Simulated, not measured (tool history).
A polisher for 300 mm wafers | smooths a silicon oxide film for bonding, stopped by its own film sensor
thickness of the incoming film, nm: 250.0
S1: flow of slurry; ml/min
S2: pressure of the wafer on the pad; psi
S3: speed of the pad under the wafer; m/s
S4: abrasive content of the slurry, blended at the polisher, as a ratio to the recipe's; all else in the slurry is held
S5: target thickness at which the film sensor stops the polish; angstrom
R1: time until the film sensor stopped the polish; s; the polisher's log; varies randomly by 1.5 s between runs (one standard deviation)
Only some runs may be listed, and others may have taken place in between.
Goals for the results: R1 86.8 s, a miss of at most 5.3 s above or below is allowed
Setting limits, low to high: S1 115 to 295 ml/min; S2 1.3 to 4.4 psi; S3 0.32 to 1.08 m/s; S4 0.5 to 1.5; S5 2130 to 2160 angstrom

Run 1, hour 0: S1 190 ml/min, S2 2.8 psi, S3 0.7 m/s, S4 1, S5 2130 angstrom. Result: R1 56.339 s.
Run 2, hour 5.3: S1 190 ml/min, S2 2.8 psi, S3 0.7 m/s, S4 0.9, S5 2130 angstrom. Result: R1 56.185 s.
Run 3, hour 10.7: S1 190 ml/min, S2 2.8 psi, S3 0.7 m/s, S4 0.9, S5 2160 angstrom. Result: R1 52.841 s.
Run 4, hour 13.3: S1 190 ml/min, S2 2.2 psi, S3 0.7 m/s, S4 0.9, S5 2160 angstrom. Result: R1 65.127 s.
Run 5, hour 14.7: S1 190 ml/min, S2 2.2 psi, S3 0.7 m/s, S4 0.9, S5 2160 angstrom. Result: R1 65.426 s.
Run 6, hour 23.7: S1 190 ml/min, S2 2.2 psi, S3 0.7 m/s, S4 0.9, S5 2160 angstrom. Result: R1 64.98 s.
Run 7, hour 31.9: S1 190 ml/min, S2 2.1 psi, S3 0.7 m/s, S4 0.9, S5 2160 angstrom. Result: R1 67.131 s.
Run 8, hour 38.2: S1 190 ml/min, S2 2 psi, S3 0.7 m/s, S4 0.9, S5 2160 angstrom. Result: R1 72.366 s.
Run 9, hour 44.2: S1 190 ml/min, S2 1.8 psi, S3 0.7 m/s, S4 0.9, S5 2160 angstrom. Result: R1 76.339 s.

Pick the move, out of 4, that brings all results within their allowed miss; only one does.
Run A, hour 50.2: S1 175 ml/min, S2 1.7 psi, S3 0.72 m/s, S4 0.8, S5 2140 angstrom. Result: R1 ?.
Run B, hour 50.2: S1 205 ml/min, S2 1.7 psi, S3 0.74 m/s, S4 0.9, S5 2160 angstrom. Result: R1 ?.
Run C, hour 50.2: S1 200 ml/min, S2 1.7 psi, S3 0.78 m/s, S4 1, S5 2160 angstrom. Result: R1 ?.
Run D, hour 50.2: S1 205 ml/min, S2 2.9 psi, S3 0.62 m/s, S4 0.5, S5 2130 angstrom. Result: R1 ?.

move      R1
   A  87.372
   B  76.725
   C  71.692
   D  70.898
A: hits every target within its allowed miss
B: about the same distance from the targets as the last run
C: moves away from the targets compared with the last run
D: moves away from the targets compared with the last run
The move that meets every target is A.

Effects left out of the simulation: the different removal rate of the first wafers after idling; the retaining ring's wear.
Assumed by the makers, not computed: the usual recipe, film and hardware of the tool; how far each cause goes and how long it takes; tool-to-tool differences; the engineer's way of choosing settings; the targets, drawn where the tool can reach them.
